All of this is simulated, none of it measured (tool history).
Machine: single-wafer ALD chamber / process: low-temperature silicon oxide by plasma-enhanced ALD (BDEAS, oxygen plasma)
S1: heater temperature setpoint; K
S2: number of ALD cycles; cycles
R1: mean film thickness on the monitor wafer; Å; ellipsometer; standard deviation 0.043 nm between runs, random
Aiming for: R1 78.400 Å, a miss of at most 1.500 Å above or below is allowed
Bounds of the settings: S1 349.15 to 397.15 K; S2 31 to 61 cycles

{"run": 1, "day": 0.0, "S1": 373.15, "S2": 46, "R1": 68.024}
{"run": 2, "day": 0.354, "S1": 371.15, "S2": 47, "R1": 69.548}
{"run": 3, "day": 0.529, "S1": 370.15, "S2": 48, "R1": 72.093}
{"run": 4, "day": 0.583, "S1": 368.15, "S2": 48, "R1": 72.373}
{"run": 5, "day": 0.667, "S1": 376.15, "S2": 48, "R1": 70.91}
{"run": 6, "day": 0.933, "S1": 374.15, "S2": 49, "R1": 72.037}
{"run": 7, "day": 1.275, "S1": 371.15, "S2": 49, "R1": 72.984}
{"run": 8, "day": 1.388, "S1": 369.15, "S2": 49, "R1": 74.483}
{"run": 9, "day": 1.688, "S1": 367.15, "S2": 49, "R1": 74.082}
{"run": 10, "day": 1.892, "S1": 365.15, "S2": 49, "R1": 74.695}
{"run": 11, "day": 2.021, "S1": 363.15, "S2": 49, "R1": 75.447}
{"run": 12, "day": 2.271, "S1": 362.15, "S2": 49, "R1": 76.47}
{"run": 13, "day": 2.612, "S1": 361.15, "S2": 49, "R1": 76.318}
{"run": 14, "day": 2.904, "S1": 360.15, "S2": 49, "R1": 76.674}

Next run, 5 choices. One meets every target within its allowed miss, the rest don't. Which?
{"run": "A", "day": 3.196, "S1": 366.15, "S2": 54, "R1": "?"}
{"run": "B", "day": 3.196, "S1": 363.15, "S2": 54, "R1": "?"}
{"run": "C", "day": 3.196, "S1": 362.15, "S2": 48, "R1": "?"}
{"run": "D", "day": 3.196, "S1": 361.15, "S2": 53, "R1": "?"}
{"run": "E", "day": 3.196, "S1": 357.15, "S2": 50, "R1": "?"}

move=A R1=82.447
move=B R1=83.437
move=C R1=74.459
move=D R1=82.539
move=E R1=79.089
A: takes the biggest miss from the last run beyond its target
B: takes the biggest miss from the last run beyond its target
C: its largest miss is bigger than the last run's
D: takes the biggest miss from the last run beyond its target
E: all results land within tolerance of their targets
Go with E: it meets all targets.
